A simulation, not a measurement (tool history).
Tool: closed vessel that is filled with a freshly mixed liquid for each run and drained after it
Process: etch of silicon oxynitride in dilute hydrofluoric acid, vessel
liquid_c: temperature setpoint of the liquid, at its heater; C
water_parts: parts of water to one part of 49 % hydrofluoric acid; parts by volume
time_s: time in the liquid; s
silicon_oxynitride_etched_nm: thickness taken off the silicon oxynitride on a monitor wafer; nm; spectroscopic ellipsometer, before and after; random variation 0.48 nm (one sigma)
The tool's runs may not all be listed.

run	hour	liquid_c	water_parts	time_s	silicon_oxynitride_etched_nm
1	0.0	23.0	100	1925	44.740
2	1.7	23.5	100	1925	45.378
3	7.3	23.5	100	2075	49.025
4	8.9	23.5	100	2075	48.812
5	14.8	24.0	100	2075	50.329
6	21.9	24.0	120	2075	41.266
7	29.4	25.0	120	2075	43.243
8	31.1	25.5	120	2075	43.558
9	35.1	26.0	120	2075	45.211
10	43.9	26.5	120	2075	45.800
11	45.0	27.0	120	2075	46.450
12	48.8	27.5	120	2075	48.615

Forecast run 13:
13	55.7	28.0	120	2075	?

{"run 13": {"silicon_oxynitride_etched_nm": 50.154}}

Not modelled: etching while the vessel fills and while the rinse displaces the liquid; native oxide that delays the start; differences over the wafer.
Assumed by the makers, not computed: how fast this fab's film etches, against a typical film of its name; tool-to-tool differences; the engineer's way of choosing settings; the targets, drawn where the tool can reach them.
